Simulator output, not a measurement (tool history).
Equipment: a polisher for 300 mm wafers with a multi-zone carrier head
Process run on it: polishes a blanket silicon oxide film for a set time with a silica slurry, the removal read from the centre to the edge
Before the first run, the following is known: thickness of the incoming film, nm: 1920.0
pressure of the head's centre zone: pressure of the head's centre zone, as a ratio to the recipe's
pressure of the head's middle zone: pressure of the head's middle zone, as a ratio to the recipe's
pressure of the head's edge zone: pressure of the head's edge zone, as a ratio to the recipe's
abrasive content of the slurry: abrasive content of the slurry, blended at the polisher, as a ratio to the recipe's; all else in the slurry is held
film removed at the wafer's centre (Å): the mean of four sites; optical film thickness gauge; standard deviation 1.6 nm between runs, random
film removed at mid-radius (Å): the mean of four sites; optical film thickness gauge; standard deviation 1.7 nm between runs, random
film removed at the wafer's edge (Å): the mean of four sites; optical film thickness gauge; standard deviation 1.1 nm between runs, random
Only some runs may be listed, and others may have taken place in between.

run	day	flow of slurry (ml/min)	pressure of the head's centre zone	pressure of the head's middle zone	pressure of the head's edge zone	abrasive content of the slurry	polishing time (s)	film removed at the wafer's centre (Å)	film removed at mid-radius (Å)	film removed at the wafer's edge (Å)
1	0.000	285	1.00	1.00	1.00	1.00	78	2314.1	2276.2	2256.5
2	0.075	285	1.00	1.00	1.00	1.00	63	1869.1	1816.4	1821.9
3	0.275	280	0.98	1.01	0.97	0.95	63	1797.7	1789.1	1749.9
4	0.304	280	1.03	1.01	0.97	0.95	63	1848.4	1781.1	1723.9
5	0.379	270	1.00	1.03	0.95	0.95	63	1826.3	1795.4	1728.3
6	0.567	275	0.97	1.05	0.93	0.90	63	1713.7	1804.7	1659.3
7	0.867	270	0.95	1.05	0.91	0.90	63	1710.1	1778.7	1629.5

Expected results for the next run?
8	1.054	270	0.95	1.05	0.91	0.90	63	?	?	?

Run 8 produced film removed at the wafer's centre (Å) 1684.9, film removed at mid-radius (Å) 1796.6, film removed at the wafer's edge (Å) 1640.3.

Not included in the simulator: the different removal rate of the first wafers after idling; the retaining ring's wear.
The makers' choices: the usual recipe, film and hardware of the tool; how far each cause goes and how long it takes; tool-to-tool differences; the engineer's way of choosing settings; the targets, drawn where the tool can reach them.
